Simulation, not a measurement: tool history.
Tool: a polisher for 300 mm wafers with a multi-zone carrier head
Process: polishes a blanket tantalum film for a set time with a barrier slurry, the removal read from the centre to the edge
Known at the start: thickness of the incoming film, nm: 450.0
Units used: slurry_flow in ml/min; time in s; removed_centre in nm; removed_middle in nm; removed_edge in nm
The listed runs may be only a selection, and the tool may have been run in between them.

run  hour  slurry_flow  centre_zone  middle_zone  edge_zone  slurry_solids  time  removed_centre  removed_middle  removed_edge
  1     0          205            1            1          1              1    52          84.544           85.44         85.68
  2     6          205            1            1       1.05              1    52          84.142          87.264        85.848
  3  13.8          210         1.01         1.01       1.05           1.05    52          85.913          86.389        88.477
  4  14.9          210         1.02         1.03       1.04           1.05    53          89.439          91.767        89.626
  5  23.6          210         1.02         1.03       1.04           1.05    42           71.64          71.664        71.011
  6  26.4          215         1.03         1.04       1.04            1.1    43          74.051          76.797        74.303
  7  33.2          220         1.05         1.04       1.04           1.15    44          77.833          79.287        78.239
  8  37.2          220         1.07         1.05       1.03           1.15    45          81.228          81.162        80.206

Expected results for the next run?
  9  42.5          260         1.17         1.15       1.08            1.4    47               ?               ?             ?

{"run 9": {"removed_centre": 101.56, "removed_middle": 101.21, "removed_edge": 90.595}}
